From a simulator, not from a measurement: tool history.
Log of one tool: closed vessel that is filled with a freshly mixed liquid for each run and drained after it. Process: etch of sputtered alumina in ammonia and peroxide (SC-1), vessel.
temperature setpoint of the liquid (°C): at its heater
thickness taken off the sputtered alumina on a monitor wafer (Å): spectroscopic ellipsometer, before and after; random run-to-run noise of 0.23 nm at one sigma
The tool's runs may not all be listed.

run  hour  temperature setpoint of the liquid (°C)  parts of 29 % ammonia solution to one part of 30 % peroxide (parts by volume)  time in the liquid (s)  thickness taken off the sputtered alumina on a monitor wafer (Å)
  1   0.0                                     51.0                                                                           0.75                     765                                                            315.46
  2   3.5                                     53.5                                                                           0.75                     765                                                            361.87
  3  11.0                                     50.5                                                                           0.75                     765                                                            308.10
  4  18.2                                     50.5                                                                           0.85                     765                                                            309.97
  5  23.6                                     50.5                                                                           0.85                     815                                                            329.51
  6  31.6                                     53.0                                                                           0.85                     815                                                            379.82

What does the tool deliver on the next run?
  7  37.3                                     55.0                                                                           0.85                     815                                                                 ?

Run 7 produced thickness taken off the sputtered alumina on a monitor wafer (Å) 420.94.
